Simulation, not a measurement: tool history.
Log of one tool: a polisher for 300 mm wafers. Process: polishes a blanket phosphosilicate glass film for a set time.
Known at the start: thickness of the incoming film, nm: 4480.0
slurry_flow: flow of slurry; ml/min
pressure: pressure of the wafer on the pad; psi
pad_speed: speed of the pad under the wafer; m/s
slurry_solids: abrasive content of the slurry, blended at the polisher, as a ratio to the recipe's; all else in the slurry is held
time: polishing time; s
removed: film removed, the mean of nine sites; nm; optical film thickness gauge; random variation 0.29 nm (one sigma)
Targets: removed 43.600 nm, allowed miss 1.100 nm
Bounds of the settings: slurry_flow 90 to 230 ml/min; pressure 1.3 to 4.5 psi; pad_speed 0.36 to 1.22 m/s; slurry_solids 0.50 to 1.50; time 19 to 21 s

run  hour  slurry_flow  pressure  pad_speed  slurry_solids  time  removed
  1   0.0          150       2.9       0.78           1.00    21  113.880
  2   1.8          145       2.5       0.68           1.00    21   87.526
  3   6.8          120       2.5       0.68           1.00    21   85.120
  4   7.6          120       3.0       0.68           1.00    21  102.170
  5  12.0          115       2.5       0.62           1.00    21   79.530
  6  15.1          150       2.5       0.62           1.00    21   83.343
  7  23.1          115       1.7       0.40           1.00    21   38.503
  8  30.1          130       1.7       0.40           1.00    21   39.399
  9  32.4          170       1.9       0.40           1.00    21   45.381
 10  34.0          170       1.9       0.40           1.00    21   44.932
 11  37.6          165       1.9       0.40           1.00    21   45.774
 12  44.1          160       1.9       0.40           1.00    21   44.562
 13  50.2          155       1.9       0.40           1.00    21   44.791

Which of these 4 next moves meets every target?
  A  56.3          145       2.2       0.36           0.95    21        ?
  B  56.3          165       1.9       0.40           1.10    21        ?
  C  56.3          195       2.2       0.38           0.85    21        ?
  D  56.3          170       2.0       0.36           0.95    21        ?

move  removed
   A   46.274
   B   46.652
   C   48.684
   D   43.237
A: further off than the last run
B: further off than the last run
C: further off than the last run
D: meets every target
Answer: D
